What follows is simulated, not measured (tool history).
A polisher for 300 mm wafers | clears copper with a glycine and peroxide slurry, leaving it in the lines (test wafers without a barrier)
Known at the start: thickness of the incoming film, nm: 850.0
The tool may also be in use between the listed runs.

run	hour	flow of slurry (ml/min)	pressure of the wafer on the pad (psi)	speed of the pad under the wafer (cm/s)	overpolish time after the end point (s)	time until the end point was called (s)	dishing of a wide line in a test structure (Å)
1	0.0	140	3.4	96	25	160.84	628.07
2	7.6	140	3.1	94	27	174.44	619.04
3	15.9	160	3.1	94	27	171.90	593.48
4	19.3	155	2.9	92	29	184.22	614.87
5	23.1	155	2.9	92	36	186.45	684.50
6	24.6	155	2.7	92	37	196.45	674.92
7	28.5	155	2.5	92	37	205.47	681.46
8	34.2	155	2.4	92	37	212.66	650.71
# hour 39.5: worn pad replaced by a new one
9	39.5	155	2.3	92	37	204.60	665.38
10	45.9	155	2.3	92	37	205.70	642.16

Run 11 comes next. What will it give?
11	49.8	145	1.5	88	41	?	?

time until the end point was called (s): 290.41
dishing of a wide line in a test structure (Å): 569.99
